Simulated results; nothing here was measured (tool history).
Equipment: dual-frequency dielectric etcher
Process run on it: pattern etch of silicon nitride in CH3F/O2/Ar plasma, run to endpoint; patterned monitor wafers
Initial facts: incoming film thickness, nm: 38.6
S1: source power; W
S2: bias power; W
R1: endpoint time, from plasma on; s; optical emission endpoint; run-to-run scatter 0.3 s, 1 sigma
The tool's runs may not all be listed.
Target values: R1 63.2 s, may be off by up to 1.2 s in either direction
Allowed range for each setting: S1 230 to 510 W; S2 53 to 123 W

{"run": 1, "hour": 0.0, "S1": 370, "S2": 88, "R1": 52.415}
{"run": 2, "hour": 5.2, "S1": 370, "S2": 102, "R1": 49.349}
{"run": 3, "hour": 9.9, "S1": 360, "S2": 99, "R1": 50.68}
{"run": 4, "hour": 15.4, "S1": 400, "S2": 99, "R1": 48.477}
{"run": 5, "hour": 16.7, "S1": 340, "S2": 99, "R1": 51.322}
{"run": 6, "hour": 17.4, "S1": 340, "S2": 115, "R1": 47.671}
{"run": 7, "hour": 23.7, "S1": 330, "S2": 111, "R1": 48.926}
{"run": 8, "hour": 24.5, "S1": 320, "S2": 107, "R1": 50.582}
{"run": 9, "hour": 29.2, "S1": 310, "S2": 104, "R1": 52.183}
{"run": 10, "hour": 32.7, "S1": 310, "S2": 104, "R1": 51.271}
{"run": 11, "hour": 39.7, "S1": 300, "S2": 101, "R1": 52.887}
{"run": 12, "hour": 48.1, "S1": 290, "S2": 99, "R1": 53.722}
{"run": 13, "hour": 52.9, "S1": 280, "S2": 97, "R1": 55.199}
{"run": 14, "hour": 53.9, "S1": 270, "S2": 95, "R1": 56.366}

Below are 4 possible settings for the next run. Only one of them brings all results inside the allowed miss of their targets. Which is it?
{"run": "A", "hour": 54.9, "S1": 300, "S2": 101, "R1": "?"}
{"run": "B", "hour": 54.9, "S1": 300, "S2": 106, "R1": "?"}
{"run": "C", "hour": 54.9, "S1": 230, "S2": 82, "R1": "?"}
{"run": "D", "hour": 54.9, "S1": 300, "S2": 109, "R1": "?"}

move=A R1=52.933
move=B R1=51.785
move=C R1=63.302
move=D R1=51.133
A: moves away from the targets compared with the last run
B: moves away from the targets compared with the last run
C: all results in spec
D: moves away from the targets compared with the last run
C is the move that brings every result within its allowed miss.
